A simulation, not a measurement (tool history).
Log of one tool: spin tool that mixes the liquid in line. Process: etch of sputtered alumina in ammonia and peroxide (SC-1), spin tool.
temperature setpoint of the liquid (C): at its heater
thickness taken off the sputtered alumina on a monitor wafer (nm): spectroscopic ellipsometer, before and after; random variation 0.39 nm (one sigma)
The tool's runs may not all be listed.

| run | day | temperature setpoint of the liquid (C) | parts of 29 % ammonia solution to one part of 30 % peroxide (parts by volume) | time under the liquid (s) | thickness taken off the sputtered alumina on a monitor wafer (nm) |
|---|---|---|---|---|---|
| 1 | 0 | 58 | 0.85 | 140 | 23.442 |
| 2 | 0.225 | 60.5 | 0.85 | 140 | 26.883 |
| 3 | 0.496 | 64.5 | 0.85 | 140 | 32.662 |
| 4 | 0.804 | 65.5 | 0.85 | 140 | 34.107 |
| 5 | 1.138 | 66 | 0.85 | 140 | 35.366 |
| 6 | 1.167 | 62 | 0.85 | 140 | 28.724 |
| 7 | 1.304 | 63.5 | 0.85 | 140 | 31.348 |
| 8 | 1.504 | 64.5 | 0.85 | 140 | 33.109 |
| 9 | 1.592 | 65.5 | 0.85 | 140 | 34.088 |

The next listed run, before its measurement:
| 10 | 1.892 | 66.5 | 0.85 | 140 | ? |

{"run 10": {"thickness taken off the sputtered alumina on a monitor wafer (nm)": 36.404}}

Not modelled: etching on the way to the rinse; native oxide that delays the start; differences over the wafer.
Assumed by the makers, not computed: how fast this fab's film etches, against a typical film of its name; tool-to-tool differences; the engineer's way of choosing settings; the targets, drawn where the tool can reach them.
